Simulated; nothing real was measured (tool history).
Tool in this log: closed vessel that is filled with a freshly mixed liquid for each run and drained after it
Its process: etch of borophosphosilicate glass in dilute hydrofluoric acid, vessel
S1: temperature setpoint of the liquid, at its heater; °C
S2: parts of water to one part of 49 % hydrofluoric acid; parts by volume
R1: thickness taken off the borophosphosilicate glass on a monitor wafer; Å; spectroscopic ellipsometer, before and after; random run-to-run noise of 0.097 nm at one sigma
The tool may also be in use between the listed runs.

{"run": 1, "hour": 0.0, "S1": 23.0, "S2": 220, "time in the liquid (s)": 95, "R1": 332.19}
{"run": 2, "hour": 6.3, "S1": 22.0, "S2": 235, "time in the liquid (s)": 95, "R1": 289.93}
{"run": 3, "hour": 12.3, "S1": 22.0, "S2": 190, "time in the liquid (s)": 95, "R1": 383.88}
{"run": 4, "hour": 18.1, "S1": 21.0, "S2": 210, "time in the liquid (s)": 95, "R1": 328.84}
{"run": 5, "hour": 25.7, "S1": 20.0, "S2": 225, "time in the liquid (s)": 95, "R1": 287.18}
{"run": 6, "hour": 31.0, "S1": 20.0, "S2": 170, "time in the liquid (s)": 95, "R1": 402.87}

Run 7 is up next; what results do you expect?
{"run": 7, "hour": 39.9, "S1": 19.5, "S2": 195, "time in the liquid (s)": 95, "R1": "?"}

{"run 7": {"R1": 335.99}}
